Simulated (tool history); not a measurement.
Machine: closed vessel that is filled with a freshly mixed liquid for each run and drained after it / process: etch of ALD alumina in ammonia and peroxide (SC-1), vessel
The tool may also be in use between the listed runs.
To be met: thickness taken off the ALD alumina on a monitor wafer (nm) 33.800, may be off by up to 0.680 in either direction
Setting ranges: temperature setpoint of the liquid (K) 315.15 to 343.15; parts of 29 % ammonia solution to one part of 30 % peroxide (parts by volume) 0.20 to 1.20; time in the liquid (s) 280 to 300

run	hour	temperature setpoint of the liquid (K)	parts of 29 % ammonia solution to one part of 30 % peroxide (parts by volume)	time in the liquid (s)	thickness taken off the ALD alumina on a monitor wafer (nm)
1	0.0	331.15	0.70	280	17.365
2	1.8	327.65	0.70	280	14.468
3	3.0	330.65	0.75	280	17.044
4	4.4	330.65	0.75	300	18.348
5	12.6	330.65	0.75	300	18.287
6	19.7	333.15	0.75	300	20.940
7	24.8	335.15	0.75	300	23.128
8	30.0	336.65	0.75	300	25.145
# hour 34.6: thermometer replaced
9	34.6	337.65	0.75	300	29.437
10	43.4	338.15	0.75	300	30.181
11	51.1	338.65	0.75	300	31.110
12	52.1	339.15	0.75	300	31.911
13	60.4	339.15	0.75	300	32.000
14	68.4	339.65	0.75	300	32.616

Exactly one of the 5 candidate moves below puts every result within its allowed miss. Which one?
A	76.4	338.65	1.00	300	?
B	76.4	340.15	0.65	295	?
C	76.4	338.65	0.85	300	?
D	76.4	341.15	0.75	280	?
E	76.4	340.15	0.80	300	?

move	thickness taken off the ALD alumina on a monitor wafer (nm)
A	31.915
B	32.440
C	31.428
D	32.770
E	33.643
A: moves away from the targets compared with the last run
B: moves away from the targets compared with the last run
C: moves away from the targets compared with the last run
D: closes in on the targets versus the last run, not all within tolerance yet
E: all results land within tolerance of their targets
So the answer is move E, the one that meets all the targets.
